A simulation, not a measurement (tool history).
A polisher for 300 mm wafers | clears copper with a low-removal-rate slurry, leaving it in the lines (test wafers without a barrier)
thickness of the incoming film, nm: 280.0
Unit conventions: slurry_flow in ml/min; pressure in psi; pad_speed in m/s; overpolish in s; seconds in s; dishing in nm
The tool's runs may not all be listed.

| run | hour | slurry_flow | pressure | pad_speed | slurry_solids | overpolish | seconds | dishing |
|---|---|---|---|---|---|---|---|---|
| 1 | 0.0 | 200 | 2.2 | 0.86 | 1.0 | 17 | 211.85 | 21.107 |
| 2 | 6.9 | 200 | 2.2 | 0.86 | 1.0 | 13 | 205.10 | 16.330 |
| 3 | 8.5 | 200 | 2.2 | 0.86 | 1.0 | 19 | 209.30 | 23.437 |
| 4 | 17.2 | 155 | 2.2 | 0.86 | 1.0 | 19 | 215.39 | 22.975 |
| 5 | 19.7 | 155 | 2.2 | 0.86 | 1.0 | 22 | 220.22 | 25.715 |
| 6 | 27.5 | 155 | 2.2 | 0.86 | 1.1 | 22 | 218.08 | 27.387 |
| 7 | 34.3 | 155 | 2.4 | 0.86 | 1.1 | 21 | 193.60 | 28.298 |

For run 8, what comes out?
| 8 | 40.7 | 155 | 2.5 | 0.86 | 1.1 | 21 | ? | ? |

seconds: 188.03 s
dishing: 29.070 nm
